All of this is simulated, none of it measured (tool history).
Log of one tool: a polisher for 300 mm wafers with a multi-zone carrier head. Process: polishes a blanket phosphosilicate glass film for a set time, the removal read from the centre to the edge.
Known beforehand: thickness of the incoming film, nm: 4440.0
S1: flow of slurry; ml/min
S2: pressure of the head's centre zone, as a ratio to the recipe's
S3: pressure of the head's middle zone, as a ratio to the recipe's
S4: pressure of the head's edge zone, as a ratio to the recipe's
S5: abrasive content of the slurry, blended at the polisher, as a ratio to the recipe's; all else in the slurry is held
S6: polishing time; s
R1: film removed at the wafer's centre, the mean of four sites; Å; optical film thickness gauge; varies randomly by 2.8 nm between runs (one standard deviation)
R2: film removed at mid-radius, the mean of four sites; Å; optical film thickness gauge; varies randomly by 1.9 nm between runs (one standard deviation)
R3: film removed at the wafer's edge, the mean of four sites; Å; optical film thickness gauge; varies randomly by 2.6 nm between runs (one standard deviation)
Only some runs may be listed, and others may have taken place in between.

run 1 hour=0 | S1=180 S2=1 S3=1 S4=1 S5=1 S6=50 | R1=3426.4 R2=3347.3 R3=3291.3
run 2 hour=5.5 | S1=170 S2=1.01 S3=0.98 S4=1.01 S5=1 S6=50 | R1=3475.9 R2=3323.9 R3=3268.1
run 3 hour=13.5 | S1=170 S2=1.01 S3=0.98 S4=0.93 S5=1 S6=50 | R1=3464.6 R2=3293.9 R3=3144.7
run 4 hour=17.7 | S1=165 S2=1.01 S3=0.95 S4=0.96 S5=1 S6=50 | R1=3439.2 R2=3181.7 R3=3161.7
run 5 hour=25.5 | S1=165 S2=1.01 S3=0.93 S4=0.98 S5=1 S6=50 | R1=3370.1 R2=3198.8 R3=3205.6
run 6 hour=31 | S1=165 S2=1.01 S3=0.93 S4=0.98 S5=1.1 S6=50 | R1=3533.6 R2=3260.3 R3=3317.8
run 7 hour=32.6 | S1=160 S2=1.02 S3=0.91 S4=1.01 S5=1.1 S6=50 | R1=3538.6 R2=3234.1 R3=3334.4
run 8 hour=37.9 | S1=160 S2=1.03 S3=0.89 S4=1.04 S5=1.1 S6=50 | R1=3640.7 R2=3212.3 R3=3430.2
run 9 hour=42.8 | S1=155 S2=1.03 S3=0.88 S4=1.06 S5=1.1 S6=50 | R1=3575.2 R2=3102.6 R3=3443.4
run 10 hour=45.7 | S1=150 S2=1.03 S3=0.87 S4=1.06 S5=1.1 S6=50 | R1=3602.8 R2=3132.7 R3=3427.3
run 11 hour=48.2 | S1=145 S2=1.03 S3=0.86 S4=1.07 S5=1.1 S6=50 | R1=3567.2 R2=3062.3 R3=3424.9
run 12 hour=52.8 | S1=140 S2=1.03 S3=0.85 S4=1.07 S5=1.1 S6=50 | R1=3493.5 R2=3019 R3=3426
run 13 hour=53.5 | S1=115 S2=1.06 S3=0.81 S4=1.06 S5=1.1 S6=50 | R1=3581.5 R2=2838.2 R3=3365.4

Predict the results of run 14:
-- hour=56.1 edge zone pressure recalibrated
run 14 hour=56.1 | S1=115 S2=1.05 S3=0.81 S4=1.07 S5=1.1 S6=50 | R1=? R2=? R3=?

R1: 3584.9 Å
R2: 2848 Å
R3: 3566.1 Å
